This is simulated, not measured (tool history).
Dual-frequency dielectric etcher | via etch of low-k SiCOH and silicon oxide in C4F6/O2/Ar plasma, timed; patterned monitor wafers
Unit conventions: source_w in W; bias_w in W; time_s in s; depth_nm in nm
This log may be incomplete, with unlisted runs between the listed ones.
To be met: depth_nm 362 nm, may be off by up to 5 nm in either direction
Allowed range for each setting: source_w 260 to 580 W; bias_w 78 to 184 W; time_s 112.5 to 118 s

run 1 hour=0 | source_w=420 bias_w=131 time_s=112.5 | depth_nm=299.32
run 2 hour=2 | source_w=420 bias_w=112 time_s=112.5 | depth_nm=283.34
run 3 hour=5.9 | source_w=480 bias_w=112 time_s=112.5 | depth_nm=305.26
run 4 hour=7 | source_w=480 bias_w=112 time_s=118 | depth_nm=322.36
run 5 hour=10.7 | source_w=480 bias_w=89 time_s=118 | depth_nm=297.14
run 6 hour=18.4 | source_w=480 bias_w=89 time_s=112.5 | depth_nm=281.65
run 7 hour=23.1 | source_w=560 bias_w=115 time_s=115.5 | depth_nm=345.31
run 8 hour=28.5 | source_w=560 bias_w=116 time_s=115.5 | depth_nm=348.74
run 9 hour=30.5 | source_w=570 bias_w=119 time_s=115.5 | depth_nm=353.48

Of the 5 settings listed for the next run, only one would bring every result within its allowed miss of target. Which one?
run A hour=32.5 | source_w=580 bias_w=117 time_s=112.5 | depth_nm=?
run B hour=32.5 | source_w=550 bias_w=130 time_s=116.5 | depth_nm=?
run C hour=32.5 | source_w=540 bias_w=111 time_s=118 | depth_nm=?
run D hour=32.5 | source_w=580 bias_w=111 time_s=114 | depth_nm=?
run E hour=32.5 | source_w=580 bias_w=112 time_s=114 | depth_nm=?

move=A depth_nm=344.85
move=B depth_nm=359.78
move=C depth_nm=341.55
move=D depth_nm=343.23
move=E depth_nm=344.28
A: moves away from the targets compared with the last run
B: all results land within tolerance of their targets
C: moves away from the targets compared with the last run
D: moves away from the targets compared with the last run
E: moves away from the targets compared with the last run
Move B is the one to make.

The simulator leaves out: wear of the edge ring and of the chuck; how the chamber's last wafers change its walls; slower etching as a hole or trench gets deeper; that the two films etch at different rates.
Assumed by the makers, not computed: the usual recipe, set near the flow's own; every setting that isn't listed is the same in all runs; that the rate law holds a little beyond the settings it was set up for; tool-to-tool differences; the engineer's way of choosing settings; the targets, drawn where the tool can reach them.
